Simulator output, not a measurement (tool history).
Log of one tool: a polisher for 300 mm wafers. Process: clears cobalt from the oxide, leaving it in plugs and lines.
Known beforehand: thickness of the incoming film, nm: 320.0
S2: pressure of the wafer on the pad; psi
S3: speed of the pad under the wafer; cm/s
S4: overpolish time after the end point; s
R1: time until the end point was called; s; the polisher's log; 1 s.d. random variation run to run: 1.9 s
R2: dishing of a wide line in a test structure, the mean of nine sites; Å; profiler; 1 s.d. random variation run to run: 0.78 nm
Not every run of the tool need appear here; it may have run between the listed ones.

{"run": 1, "day": 0.0, "flow of slurry (ml/min)": 260, "S2": 1.4, "S3": 124, "S4": 19, "R1": 76.252, "R2": 401.29}
{"run": 2, "day": 0.354, "flow of slurry (ml/min)": 260, "S2": 1.4, "S3": 98, "S4": 19, "R1": 94.269, "R2": 365.83}
{"run": 3, "day": 0.654, "flow of slurry (ml/min)": 260, "S2": 1.4, "S3": 96, "S4": 21, "R1": 96.511, "R2": 388.82}
{"run": 4, "day": 0.833, "flow of slurry (ml/min)": 260, "S2": 1.4, "S3": 82, "S4": 21, "R1": 105.76, "R2": 358.75}
{"run": 5, "day": 1.179, "flow of slurry (ml/min)": 260, "S2": 1.4, "S3": 82, "S4": 23, "R1": 107.16, "R2": 392.87}
{"run": 6, "day": 1.396, "flow of slurry (ml/min)": 260, "S2": 1.4, "S3": 106, "S4": 23, "R1": 88.065, "R2": 434.85}
{"run": 7, "day": 1.667, "flow of slurry (ml/min)": 260, "S2": 1.3, "S3": 106, "S4": 24, "R1": 97.27, "R2": 425.25}
{"run": 8, "day": 1.925, "flow of slurry (ml/min)": 260, "S2": 1.3, "S3": 106, "S4": 24, "R1": 94.051, "R2": 419.54}
{"run": 9, "day": 1.988, "flow of slurry (ml/min)": 260, "S2": 1.3, "S3": 106, "S4": 24, "R1": 95.045, "R2": 418.23}

Run 10 comes next. What will it give?
{"run": 10, "day": 2.092, "flow of slurry (ml/min)": 260, "S2": 1.3, "S3": 106, "S4": 25, "R1": "?", "R2": "?"}

Run 10 produced R1 94.736 s, R2 426.12 Å.
